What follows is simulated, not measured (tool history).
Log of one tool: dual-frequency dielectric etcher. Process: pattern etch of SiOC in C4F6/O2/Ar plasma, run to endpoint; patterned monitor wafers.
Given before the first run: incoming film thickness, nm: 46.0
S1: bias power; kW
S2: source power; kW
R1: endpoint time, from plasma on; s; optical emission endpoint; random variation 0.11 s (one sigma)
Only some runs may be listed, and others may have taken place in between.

Run 1, hour 0: S1 0.565 kW, S2 0.37 kW. Result: R1 14.156 s.
Run 2, hour 1.3: S1 0.541 kW, S2 0.36 kW. Result: R1 14.694 s.
Run 3, hour 9.5: S1 0.541 kW, S2 0.42 kW. Result: R1 13.452 s.
Run 4, hour 15.2: S1 0.591 kW, S2 0.42 kW. Result: R1 13.129 s.
Run 5, hour 17.1: S1 0.591 kW, S2 0.37 kW. Result: R1 14.024 s.
Run 6, hour 23.6: S1 0.515 kW, S2 0.37 kW. Result: R1 14.622 s.
Run 7, hour 31.5: S1 0.498 kW, S2 0.36 kW. Result: R1 14.981 s.

The next listed run, before its measurement:
Run 8, hour 36: S1 0.483 kW, S2 0.35 kW. Result: R1 ?.

R1: 15.458 s
